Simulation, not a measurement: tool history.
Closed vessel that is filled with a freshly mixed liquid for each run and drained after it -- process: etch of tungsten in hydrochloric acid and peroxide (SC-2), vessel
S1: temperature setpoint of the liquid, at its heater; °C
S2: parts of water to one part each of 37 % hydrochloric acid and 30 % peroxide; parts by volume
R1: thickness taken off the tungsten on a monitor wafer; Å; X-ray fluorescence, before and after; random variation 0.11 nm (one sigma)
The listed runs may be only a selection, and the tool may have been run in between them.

run 1 hour=0.0 | S1=52.0 S2=7.5 time_in_the_liquid_(s)=90 | R1=174.81
run 2 hour=8.3 | S1=50.5 S2=7.5 time_in_the_liquid_(s)=90 | R1=162.23
run 3 hour=12.5 | S1=50.5 S2=7.5 time_in_the_liquid_(s)=90 | R1=161.59
run 4 hour=13.8 | S1=50.5 S2=7.5 time_in_the_liquid_(s)=95 | R1=170.32
run 5 hour=18.4 | S1=49.0 S2=7.5 time_in_the_liquid_(s)=95 | R1=153.40
run 6 hour=19.1 | S1=48.0 S2=7.5 time_in_the_liquid_(s)=95 | R1=145.17
run 7 hour=27.2 | S1=47.5 S2=7.5 time_in_the_liquid_(s)=95 | R1=139.18
run 8 hour=31.9 | S1=47.0 S2=7.5 time_in_the_liquid_(s)=95 | R1=133.40

Predict the results of run 9:
run 9 hour=39.2 | S1=46.5 S2=7.5 time_in_the_liquid_(s)=95 | R1=?

{"run 9": {"R1": 130.63}}
